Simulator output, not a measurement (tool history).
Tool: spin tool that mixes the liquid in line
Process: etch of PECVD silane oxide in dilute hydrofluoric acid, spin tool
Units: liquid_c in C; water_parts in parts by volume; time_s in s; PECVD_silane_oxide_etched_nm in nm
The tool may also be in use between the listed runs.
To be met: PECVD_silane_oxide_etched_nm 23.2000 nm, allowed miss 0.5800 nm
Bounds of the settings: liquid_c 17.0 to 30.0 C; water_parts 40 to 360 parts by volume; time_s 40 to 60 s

| run | hour | liquid_c | water_parts | time_s | PECVD_silane_oxide_etched_nm |
|---|---|---|---|---|---|
| 1 | 0.0 | 22.0 | 200 | 60 | 7.5225 |
| 2 | 8.2 | 24.5 | 200 | 60 | 8.2941 |
| 3 | 16.5 | 25.0 | 180 | 60 | 9.5939 |
| 4 | 19.1 | 25.0 | 180 | 40 | 6.4189 |
| 5 | 27.5 | 25.5 | 160 | 45 | 8.4566 |
| 6 | 31.8 | 26.0 | 145 | 45 | 9.5886 |
| 7 | 39.2 | 26.5 | 130 | 45 | 11.0670 |
| 8 | 41.9 | 27.0 | 115 | 45 | 13.0220 |
| 9 | 44.5 | 27.5 | 105 | 45 | 14.8440 |
| 10 | 47.4 | 30.0 | 50 | 45 | 36.9530 |
| 11 | 52.1 | 29.5 | 50 | 45 | 36.1180 |
| 12 | 55.3 | 29.0 | 50 | 45 | 35.3870 |
| 13 | 63.3 | 28.0 | 50 | 45 | 33.7910 |
| 14 | 64.5 | 26.5 | 50 | 45 | 32.2260 |

5 next moves are on the table. One of them brings every result within its allowed miss. Which?
| A | 65.7 | 30.0 | 95 | 60 | ? |
| B | 65.7 | 26.5 | 65 | 40 | ? |
| C | 65.7 | 26.5 | 85 | 60 | ? |
| D | 65.7 | 26.0 | 60 | 40 | ? |
| E | 65.7 | 24.0 | 75 | 60 | ? |

| move | PECVD_silane_oxide_etched_nm |
|---|---|
| A | 24.3230 |
| B | 21.5830 |
| C | 24.0940 |
| D | 23.0770 |
| E | 25.0470 |
A: nearer than the last run, and not there yet
B: takes the result that was furthest off past its target
C: nearer than the last run, and not there yet
D: meets every target
E: nearer than the last run, and not there yet
Move D is the one to make.
